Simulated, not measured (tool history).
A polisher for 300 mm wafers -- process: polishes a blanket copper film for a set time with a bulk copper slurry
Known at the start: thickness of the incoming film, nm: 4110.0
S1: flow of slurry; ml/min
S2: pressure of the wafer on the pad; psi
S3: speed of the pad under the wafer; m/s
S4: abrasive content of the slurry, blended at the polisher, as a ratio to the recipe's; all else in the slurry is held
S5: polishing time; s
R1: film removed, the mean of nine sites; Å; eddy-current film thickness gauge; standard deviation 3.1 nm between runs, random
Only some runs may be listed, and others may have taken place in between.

Run 1, hour 0.0: S1 150 ml/min, S2 2.6 psi, S3 0.96 m/s, S4 1.0, S5 54 s. Result: R1 3941.5 Å.
Run 2, hour 7.9: S1 125 ml/min, S2 2.6 psi, S3 0.96 m/s, S4 1.0, S5 54 s. Result: R1 3862.4 Å.
Run 3, hour 12.0: S1 125 ml/min, S2 2.6 psi, S3 0.96 m/s, S4 0.9, S5 54 s. Result: R1 3826.5 Å.
Run 4, hour 14.4: S1 125 ml/min, S2 2.6 psi, S3 1.18 m/s, S4 0.9, S5 54 s. Result: R1 4631.4 Å.
Run 5, hour 19.7: S1 125 ml/min, S2 2.6 psi, S3 1.26 m/s, S4 0.9, S5 54 s. Result: R1 4957.1 Å.
Run 6, hour 21.7: S1 125 ml/min, S2 2.2 psi, S3 1.26 m/s, S4 0.9, S5 54 s. Result: R1 4228.8 Å.
Run 7, hour 23.0: S1 125 ml/min, S2 2.1 psi, S3 1.26 m/s, S4 0.9, S5 54 s. Result: R1 4017.5 Å.
Run 8, hour 25.1: S1 125 ml/min, S2 2.0 psi, S3 1.26 m/s, S4 0.9, S5 54 s. Result: R1 3880.8 Å.
Run 9, hour 28.1: S1 120 ml/min, S2 1.8 psi, S3 1.26 m/s, S4 0.9, S5 54 s. Result: R1 3544.9 Å.

The next listed run, before its measurement:
At hour 31.6: worn pad replaced by a new one.
Run 10, hour 31.6: S1 115 ml/min, S2 1.7 psi, S3 1.26 m/s, S4 0.9, S5 54 s. Result: R1 ?.

{"run 10": {"R1": 3528.8}}

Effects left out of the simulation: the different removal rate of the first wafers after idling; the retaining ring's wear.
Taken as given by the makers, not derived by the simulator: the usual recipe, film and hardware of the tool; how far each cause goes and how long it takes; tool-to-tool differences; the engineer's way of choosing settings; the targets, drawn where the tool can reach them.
